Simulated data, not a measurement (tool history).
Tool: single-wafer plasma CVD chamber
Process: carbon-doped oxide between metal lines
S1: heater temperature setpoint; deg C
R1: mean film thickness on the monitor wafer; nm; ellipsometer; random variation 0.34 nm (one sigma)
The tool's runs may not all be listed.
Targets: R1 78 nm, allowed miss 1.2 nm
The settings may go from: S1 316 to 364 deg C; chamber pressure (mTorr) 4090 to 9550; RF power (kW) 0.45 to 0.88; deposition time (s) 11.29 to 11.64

{"run": 1, "hour": 0.0, "S1": 340, "chamber pressure (mTorr)": 6820, "RF power (kW)": 0.665, "deposition time (s)": 11.29, "R1": 69.824}
{"run": 2, "hour": 6.6, "S1": 340, "chamber pressure (mTorr)": 6820, "RF power (kW)": 0.665, "deposition time (s)": 11.64, "R1": 71.838}
{"run": 3, "hour": 9.8, "S1": 338, "chamber pressure (mTorr)": 6900, "RF power (kW)": 0.67, "deposition time (s)": 11.64, "R1": 72.956}
{"run": 4, "hour": 16.7, "S1": 338, "chamber pressure (mTorr)": 6250, "RF power (kW)": 0.67, "deposition time (s)": 11.64, "R1": 72.188}
{"run": 5, "hour": 24.3, "S1": 338, "chamber pressure (mTorr)": 6250, "RF power (kW)": 0.575, "deposition time (s)": 11.64, "R1": 66.041}
{"run": 6, "hour": 28.1, "S1": 337, "chamber pressure (mTorr)": 6400, "RF power (kW)": 0.585, "deposition time (s)": 11.64, "R1": 67.507}
{"run": 7, "hour": 34.9, "S1": 335, "chamber pressure (mTorr)": 6560, "RF power (kW)": 0.59, "deposition time (s)": 11.64, "R1": 68.396}
{"run": 8, "hour": 41.9, "S1": 334, "chamber pressure (mTorr)": 6720, "RF power (kW)": 0.595, "deposition time (s)": 11.64, "R1": 68.95}
{"run": 9, "hour": 43.6, "S1": 333, "chamber pressure (mTorr)": 6850, "RF power (kW)": 0.6, "deposition time (s)": 11.64, "R1": 69.213}
{"run": 10, "hour": 46.5, "S1": 332, "chamber pressure (mTorr)": 6920, "RF power (kW)": 0.61, "deposition time (s)": 11.64, "R1": 70.089}
{"run": 11, "hour": 52.8, "S1": 331, "chamber pressure (mTorr)": 7000, "RF power (kW)": 0.62, "deposition time (s)": 11.64, "R1": 71.564}
{"run": 12, "hour": 56.1, "S1": 330, "chamber pressure (mTorr)": 7090, "RF power (kW)": 0.625, "deposition time (s)": 11.64, "R1": 72.173}
{"run": 13, "hour": 60.2, "S1": 329, "chamber pressure (mTorr)": 7170, "RF power (kW)": 0.63, "deposition time (s)": 11.64, "R1": 72.72}
{"run": 14, "hour": 62.2, "S1": 328, "chamber pressure (mTorr)": 7240, "RF power (kW)": 0.635, "deposition time (s)": 11.64, "R1": 73.204}
{"run": 15, "hour": 66.2, "S1": 327, "chamber pressure (mTorr)": 7310, "RF power (kW)": 0.64, "deposition time (s)": 11.64, "R1": 73.813}
{"run": 16, "hour": 68.4, "S1": 326, "chamber pressure (mTorr)": 7370, "RF power (kW)": 0.645, "deposition time (s)": 11.64, "R1": 74.4}
{"run": 17, "hour": 75.7, "S1": 325, "chamber pressure (mTorr)": 7420, "RF power (kW)": 0.645, "deposition time (s)": 11.64, "R1": 74.257}

Which of these 4 next moves meets every target?
{"run": "A", "hour": 83.0, "S1": 332, "chamber pressure (mTorr)": 6320, "RF power (kW)": 0.69, "deposition time (s)": 11.64, "R1": "?"}
{"run": "B", "hour": 83.0, "S1": 334, "chamber pressure (mTorr)": 7700, "RF power (kW)": 0.82, "deposition time (s)": 11.46, "R1": "?"}
{"run": "C", "hour": 83.0, "S1": 319, "chamber pressure (mTorr)": 7040, "RF power (kW)": 0.715, "deposition time (s)": 11.42, "R1": "?"}
{"run": "D", "hour": 83.0, "S1": 317, "chamber pressure (mTorr)": 6950, "RF power (kW)": 0.765, "deposition time (s)": 11.29, "R1": "?"}

move=A R1=74.53
move=B R1=81.135
move=C R1=78.245
move=D R1=80.722
A: nearer than the last run, and not there yet
B: takes the result that was furthest off past its target
C: meets every target
D: takes the result that was furthest off past its target
The right move is C.
